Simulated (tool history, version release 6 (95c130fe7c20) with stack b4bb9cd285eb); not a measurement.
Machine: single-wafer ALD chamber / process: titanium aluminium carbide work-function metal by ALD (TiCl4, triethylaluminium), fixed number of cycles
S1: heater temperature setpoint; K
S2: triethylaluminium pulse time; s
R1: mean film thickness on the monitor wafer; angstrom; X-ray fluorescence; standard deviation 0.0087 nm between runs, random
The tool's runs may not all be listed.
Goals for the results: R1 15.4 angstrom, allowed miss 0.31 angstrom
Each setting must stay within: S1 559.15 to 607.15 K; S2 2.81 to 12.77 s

run 1 day=0 | S1=583.15 S2=7.79 | R1=22.504
run 2 day=0.196 | S1=591.15 S2=7.79 | R1=23.117
run 3 day=0.55 | S1=585.15 S2=6.82 | R1=22.112
run 4 day=0.671 | S1=585.15 S2=5.53 | R1=20.203
run 5 day=0.908 | S1=585.15 S2=6.56 | R1=21.739
run 6 day=1.267 | S1=576.15 S2=6.56 | R1=20.856
run 7 day=1.475 | S1=564.15 S2=4.07 | R1=14.978
run 8 day=1.55 | S1=565.15 S2=4.08 | R1=15.053

Next run, 4 choices. One meets every target within its allowed miss, the rest don't. Which?
run A day=1.625 | S1=573.15 S2=4.3 | R1=?
run B day=1.625 | S1=564.15 S2=4.41 | R1=?
run C day=1.625 | S1=563.15 S2=4.27 | R1=?
run D day=1.625 | S1=559.15 S2=4.54 | R1=?

move=A R1=16.09
move=B R1=15.855
move=C R1=15.391
move=D R1=15.891
A: carries the result that was furthest off beyond its target, to the other side
B: carries the result that was furthest off beyond its target, to the other side
C: meets every target
D: carries the result that was furthest off beyond its target, to the other side
The move that meets every target is C.
